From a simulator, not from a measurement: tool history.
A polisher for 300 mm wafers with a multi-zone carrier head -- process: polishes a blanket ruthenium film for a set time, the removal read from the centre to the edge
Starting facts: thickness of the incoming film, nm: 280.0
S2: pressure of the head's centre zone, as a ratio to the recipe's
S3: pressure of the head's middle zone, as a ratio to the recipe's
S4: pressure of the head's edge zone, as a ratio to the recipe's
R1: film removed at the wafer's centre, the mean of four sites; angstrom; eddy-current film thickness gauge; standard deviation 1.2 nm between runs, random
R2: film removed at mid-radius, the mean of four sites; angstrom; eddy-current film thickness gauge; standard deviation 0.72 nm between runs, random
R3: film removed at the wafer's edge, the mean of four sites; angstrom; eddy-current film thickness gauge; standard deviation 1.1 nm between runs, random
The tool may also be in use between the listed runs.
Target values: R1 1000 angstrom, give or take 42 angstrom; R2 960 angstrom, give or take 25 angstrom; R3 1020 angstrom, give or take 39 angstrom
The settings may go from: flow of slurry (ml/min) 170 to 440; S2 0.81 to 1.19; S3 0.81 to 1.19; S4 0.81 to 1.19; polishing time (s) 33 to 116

{"run": 1, "hour": 0.0, "flow of slurry (ml/min)": 280, "S2": 1, "S3": 1, "S4": 1, "polishing time (s)": 74, "R1": 854.17, "R2": 834.7, "R3": 820.01}
{"run": 2, "hour": 4.0, "flow of slurry (ml/min)": 285, "S2": 1, "S3": 1, "S4": 1.02, "polishing time (s)": 75, "R1": 877.65, "R2": 848.07, "R3": 818.71}
{"run": 3, "hour": 7.6, "flow of slurry (ml/min)": 355, "S2": 1, "S3": 1, "S4": 1.02, "polishing time (s)": 75, "R1": 883.17, "R2": 880, "R3": 821.95}
{"run": 4, "hour": 14.3, "flow of slurry (ml/min)": 300, "S2": 1, "S3": 1, "S4": 1.02, "polishing time (s)": 75, "R1": 873.55, "R2": 867.29, "R3": 810.61}
{"run": 5, "hour": 22.9, "flow of slurry (ml/min)": 290, "S2": 0.99, "S3": 0.99, "S4": 1.01, "polishing time (s)": 77, "R1": 891.3, "R2": 869.31, "R3": 852.13}
{"run": 6, "hour": 24.1, "flow of slurry (ml/min)": 285, "S2": 0.99, "S3": 0.99, "S4": 1.01, "polishing time (s)": 78, "R1": 887.04, "R2": 872.52, "R3": 863.83}
{"hour": 26.3, "done": "edge zone pressure recalibrated"}
{"run": 7, "hour": 26.3, "flow of slurry (ml/min)": 280, "S2": 0.99, "S3": 0.99, "S4": 1.01, "polishing time (s)": 79, "R1": 902.25, "R2": 890.96, "R3": 899.53}
{"run": 8, "hour": 27.7, "flow of slurry (ml/min)": 280, "S2": 0.99, "S3": 0.99, "S4": 1.01, "polishing time (s)": 80, "R1": 917.46, "R2": 899.79, "R3": 930.58}
{"run": 9, "hour": 35.0, "flow of slurry (ml/min)": 280, "S2": 1, "S3": 0.99, "S4": 1.01, "polishing time (s)": 83, "R1": 952.15, "R2": 941.44, "R3": 967.67}
{"run": 10, "hour": 39.8, "flow of slurry (ml/min)": 275, "S2": 1.02, "S3": 0.98, "S4": 1.01, "polishing time (s)": 84, "R1": 969.19, "R2": 926.42, "R3": 969.82}

Next run, 5 choices. One meets every target within its allowed miss, the rest don't. Which?
{"run": "A", "hour": 44.6, "flow of slurry (ml/min)": 230, "S2": 0.95, "S3": 0.97, "S4": 1.01, "polishing time (s)": 85, "R1": "?", "R2": "?", "R3": "?"}
{"run": "B", "hour": 44.6, "flow of slurry (ml/min)": 290, "S2": 1, "S3": 0.96, "S4": 1.02, "polishing time (s)": 87, "R1": "?", "R2": "?", "R3": "?"}
{"run": "C", "hour": 44.6, "flow of slurry (ml/min)": 230, "S2": 1.01, "S3": 0.88, "S4": 0.99, "polishing time (s)": 88, "R1": "?", "R2": "?", "R3": "?"}
{"run": "D", "hour": 44.6, "flow of slurry (ml/min)": 225, "S2": 0.99, "S3": 0.96, "S4": 0.97, "polishing time (s)": 83, "R1": "?", "R2": "?", "R3": "?"}
{"run": "E", "hour": 44.6, "flow of slurry (ml/min)": 295, "S2": 1.04, "S3": 1.02, "S4": 1.02, "polishing time (s)": 83, "R1": "?", "R2": "?", "R3": "?"}

move=A R1=917.12 R2=914.39 R3=946.73
move=B R1=1021.3 R2=955.36 R3=995.86
move=C R1=1009.3 R2=872.61 R3=971.88
move=D R1=930.12 R2=882.13 R3=904.57
move=E R1=1016.1 R2=960.82 R3=950.68
A: the biggest miss grows against the last run
B: all results land within tolerance of their targets
C: the biggest miss grows against the last run
D: the biggest miss grows against the last run
E: puts the biggest miss on target and leaves a different result outside tolerance
B is the move that brings every result within its allowed miss.

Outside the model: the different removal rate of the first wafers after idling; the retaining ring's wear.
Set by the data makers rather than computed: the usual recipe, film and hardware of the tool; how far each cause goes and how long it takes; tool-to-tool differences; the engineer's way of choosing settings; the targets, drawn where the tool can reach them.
